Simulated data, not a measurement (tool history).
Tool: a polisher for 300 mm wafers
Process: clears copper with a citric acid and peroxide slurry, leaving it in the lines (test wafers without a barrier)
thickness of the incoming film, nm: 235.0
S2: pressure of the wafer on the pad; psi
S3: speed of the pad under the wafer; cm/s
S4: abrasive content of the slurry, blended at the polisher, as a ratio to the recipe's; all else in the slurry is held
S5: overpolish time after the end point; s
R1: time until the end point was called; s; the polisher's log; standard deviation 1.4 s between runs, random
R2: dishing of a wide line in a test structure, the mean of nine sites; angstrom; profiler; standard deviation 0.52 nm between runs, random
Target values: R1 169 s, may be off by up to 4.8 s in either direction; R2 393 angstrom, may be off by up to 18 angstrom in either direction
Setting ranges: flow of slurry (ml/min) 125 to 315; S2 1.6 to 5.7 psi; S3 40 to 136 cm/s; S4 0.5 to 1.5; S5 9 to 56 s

{"run": 1, "hour": 0.0, "flow of slurry (ml/min)": 205, "S2": 3.6, "S3": 88, "S4": 1, "S5": 29, "R1": 105.15, "R2": 439.68}
{"run": 2, "hour": 5.0, "flow of slurry (ml/min)": 195, "S2": 3, "S3": 88, "S4": 1, "S5": 32, "R1": 125.09, "R2": 408.63}
{"run": 3, "hour": 13.8, "flow of slurry (ml/min)": 190, "S2": 2.7, "S3": 88, "S4": 1, "S5": 35, "R1": 139.41, "R2": 400.84}
{"run": 4, "hour": 17.4, "flow of slurry (ml/min)": 150, "S2": 2.7, "S3": 88, "S4": 1, "S5": 35, "R1": 145.88, "R2": 385.5}
{"run": 5, "hour": 23.4, "flow of slurry (ml/min)": 145, "S2": 2.6, "S3": 88, "S4": 1, "S5": 37, "R1": 151.11, "R2": 391.8}
{"run": 6, "hour": 28.9, "flow of slurry (ml/min)": 145, "S2": 2.6, "S3": 108, "S4": 1, "S5": 37, "R1": 123.52, "R2": 452.15}
{"run": 7, "hour": 34.0, "flow of slurry (ml/min)": 140, "S2": 2.3, "S3": 108, "S4": 1, "S5": 39, "R1": 143.78, "R2": 436.78}
{"run": 8, "hour": 40.1, "flow of slurry (ml/min)": 135, "S2": 2.2, "S3": 108, "S4": 1, "S5": 39, "R1": 149.5, "R2": 416.17}
{"run": 9, "hour": 42.6, "flow of slurry (ml/min)": 135, "S2": 2.1, "S3": 108, "S4": 1, "S5": 40, "R1": 154.61, "R2": 413.85}
{"run": 10, "hour": 44.6, "flow of slurry (ml/min)": 135, "S2": 2, "S3": 108, "S4": 1, "S5": 40, "R1": 162.23, "R2": 389.11}
{"run": 11, "hour": 47.1, "flow of slurry (ml/min)": 135, "S2": 2, "S3": 108, "S4": 1, "S5": 41, "R1": 161.32, "R2": 398.45}

Which single option among these 5 for the next run brings every result within its allowed miss of target? Just one does.
{"run": "A", "hour": 49.6, "flow of slurry (ml/min)": 140, "S2": 2.2, "S3": 102, "S4": 1.1, "S5": 42, "R1": "?", "R2": "?"}
{"run": "B", "hour": 49.6, "flow of slurry (ml/min)": 135, "S2": 2, "S3": 114, "S4": 1, "S5": 38, "R1": "?", "R2": "?"}
{"run": "C", "hour": 49.6, "flow of slurry (ml/min)": 155, "S2": 2, "S3": 104, "S4": 0.9, "S5": 41, "R1": "?", "R2": "?"}
{"run": "D", "hour": 49.6, "flow of slurry (ml/min)": 140, "S2": 2.1, "S3": 98, "S4": 0.95, "S5": 37, "R1": "?", "R2": "?"}
{"run": "E", "hour": 49.6, "flow of slurry (ml/min)": 135, "S2": 2.5, "S3": 88, "S4": 1.1, "S5": 35, "R1": "?", "R2": "?"}

move=A R1=152 R2=430.37
move=B R1=153.66 R2=390.5
move=C R1=167.52 R2=387.38
move=D R1=170.33 R2=351.64
move=E R1=156.04 R2=364.65
A: further off than the last run
B: further off than the last run
C: every result lands within tolerance
D: puts the biggest miss on target and leaves a different result outside tolerance
E: further off than the last run
C is the move that brings every result within its allowed miss.
